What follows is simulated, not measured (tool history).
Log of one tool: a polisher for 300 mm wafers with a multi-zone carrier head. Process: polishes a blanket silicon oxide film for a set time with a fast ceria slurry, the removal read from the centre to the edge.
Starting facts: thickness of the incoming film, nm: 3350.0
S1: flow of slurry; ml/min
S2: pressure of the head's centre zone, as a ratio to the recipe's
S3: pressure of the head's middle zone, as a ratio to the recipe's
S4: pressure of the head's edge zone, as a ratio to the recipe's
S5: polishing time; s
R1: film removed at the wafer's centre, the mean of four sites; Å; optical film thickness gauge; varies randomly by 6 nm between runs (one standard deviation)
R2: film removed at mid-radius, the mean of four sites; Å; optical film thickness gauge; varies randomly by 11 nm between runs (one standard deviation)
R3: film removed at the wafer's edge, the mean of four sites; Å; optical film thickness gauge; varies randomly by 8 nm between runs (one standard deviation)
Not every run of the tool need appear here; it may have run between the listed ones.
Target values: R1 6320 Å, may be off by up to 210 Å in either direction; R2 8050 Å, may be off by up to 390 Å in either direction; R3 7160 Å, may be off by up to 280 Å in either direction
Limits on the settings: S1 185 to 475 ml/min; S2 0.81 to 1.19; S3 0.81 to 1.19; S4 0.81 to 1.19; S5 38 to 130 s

run	day	S1	S2	S3	S4	S5	R1	R2	R3
1	0	305	1	1	1	84	11286	11311	11484
2	0.183	305	0.95	1	1	84	10937	11229	11417
3	0.408	255	0.95	1	1	84	10711	10903	11143
4	0.467	260	0.92	1.04	1	75	9016.5	10124	9950.3
5	0.554	260	0.84	1.04	1	75	8473.5	10319	10038
6	0.796	250	0.84	1.05	0.97	69	7716.8	9424	9094.2
7	0.833	250	0.84	1.05	0.97	69	7750.9	9523.8	8931
8	0.988	245	0.83	1.05	0.96	66	7308.4	8820.4	8554.7
9	1.154	240	0.83	1.07	0.93	64	6961.4	8787.1	8175.6
10	1.179	235	0.83	1.07	0.9	63	6703.9	8675.3	7910.4
11	1.358	235	0.84	1.07	0.88	62	6891.4	8529.4	7714.2
12	1.633	230	0.83	1.07	0.87	61	6593.9	8341.2	7536.6
13	1.821	225	0.83	1.07	0.86	61	6618.6	8166.4	7274.3

Next run, 5 choices. One meets every target within its allowed miss, the rest don't. Which?
A	2.008	275	0.91	1.07	0.81	59	?	?	?
B	2.008	265	0.82	1.07	0.86	58	?	?	?
C	2.008	205	0.86	1.04	0.85	63	?	?	?
D	2.008	225	0.81	1.11	0.83	65	?	?	?
E	2.008	205	0.86	0.93	0.91	57	?	?	?

move	R1	R2	R3
A	7199	8133.4	7091.8
B	6341.3	7964.9	7135.7
C	6952.2	8154.7	7515.8
D	6859.7	9020.4	7744.4
E	6285.3	6714.7	7024.3
A: misses by more than the last run did
B: in spec on every target
C: misses by more than the last run did
D: misses by more than the last run did
E: brings the last run's worst result on target, with another outside its allowed miss
Move B is the one to make.
